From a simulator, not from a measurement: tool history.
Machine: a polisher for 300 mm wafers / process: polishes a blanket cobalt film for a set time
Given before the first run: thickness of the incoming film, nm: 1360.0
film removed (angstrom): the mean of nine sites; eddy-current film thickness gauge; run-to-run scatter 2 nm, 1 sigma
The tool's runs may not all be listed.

run,hour,flow of slurry (ml/min),pressure of the wafer on the pad (kPa),speed of the pad under the wafer (cm/s),polishing time (s),film removed (angstrom)
1,0.0,240,11.7,98,115,4273.5
2,8.6,240,11.7,108,115,4709.0
3,14.9,240,11.7,108,121,4992.2
4,16.6,240,11.7,108,115,4691.2
# hour 22.9: slurry nozzle cleaned
5,22.9,180,11.7,108,115,4762.2
6,24.2,180,11.7,120,115,5295.1

Expected results for the next run?
7,28.0,180,11.0,116,115,?

Run 7 measured film removed (angstrom) 4828.1.
